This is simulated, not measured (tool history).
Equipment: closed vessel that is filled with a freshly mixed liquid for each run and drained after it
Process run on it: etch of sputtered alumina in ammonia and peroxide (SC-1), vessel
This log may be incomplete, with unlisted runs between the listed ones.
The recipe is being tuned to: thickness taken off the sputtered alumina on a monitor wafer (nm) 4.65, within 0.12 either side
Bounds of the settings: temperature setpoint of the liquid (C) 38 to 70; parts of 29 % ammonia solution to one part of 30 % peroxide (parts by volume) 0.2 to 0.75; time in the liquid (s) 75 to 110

run    day  temperature setpoint of the liquid (C)  parts of 29 % ammonia solution to one part of 30 % peroxide (parts by volume)  time in the liquid (s)  thickness taken off the sputtered alumina on a monitor wafer (nm)
  1      0                                      54                                                                           0.45                     110                                                             5.6721
  2  0.296                                      54                                                                           0.55                     110                                                              5.805
  3  0.375                                      54                                                                           0.55                      75                                                             3.9965
  4  0.421                                    58.5                                                                           0.55                      75                                                             5.0327
  5  0.517                                    58.5                                                                           0.55                     110                                                             7.3767
  6  0.633                                    56.5                                                                           0.55                     110                                                              6.675
  7  0.833                                    54.5                                                                           0.55                     110                                                             5.9947
  8  0.938                                      53                                                                           0.55                     110                                                               5.48

Below are 4 possible settings for the next run. Only one of them brings all results inside the allowed miss of their targets. Which is it?
  A  1.042                                    53.5                                                                            0.5                      90                                                                  ?
  B  1.042                                      52                                                                            0.7                     100                                                                  ?
  C  1.042                                    57.5                                                                           0.55                     110                                                                  ?
  D  1.042                                    54.5                                                                            0.6                      80                                                                  ?

move  thickness taken off the sputtered alumina on a monitor wafer (nm)
   A                                                             4.6317
   B                                                             4.8958
   C                                                             7.0763
   D                                                             4.4216
A: all results land within tolerance of their targets
B: closer than the last run, but not yet in spec
C: its largest miss is bigger than the last run's
D: pushes the last run's worst result past its target
The right move is A.
